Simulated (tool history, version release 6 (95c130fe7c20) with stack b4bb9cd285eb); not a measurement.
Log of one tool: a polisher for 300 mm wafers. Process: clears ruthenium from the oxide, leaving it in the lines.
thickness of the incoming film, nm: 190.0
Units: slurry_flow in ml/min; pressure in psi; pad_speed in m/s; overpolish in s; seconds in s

run,hour,slurry_flow,pressure,pad_speed,overpolish,seconds
1,0,120,2.4,1.18,10,123.49
2,8,130,2.4,1.18,10,122.67
3,16.3,130,2,1.12,10,146.51
4,24.8,130,2,1.12,8,147.23
5,26.5,150,2,1.12,8,141.54
6,30.7,140,1.7,1.04,8,176.69
7,32.2,130,1.5,1.02,8,201.53
8,33.9,120,1.4,1.02,8,211.64
9,40.1,115,1.3,1.02,8,226.15
10,48.4,110,1.3,1.02,8,227.41

Run 11 comes next. What will it give?
11,57.4,100,1.1,1.02,8,?

Run 11 gave seconds 261.68 s.
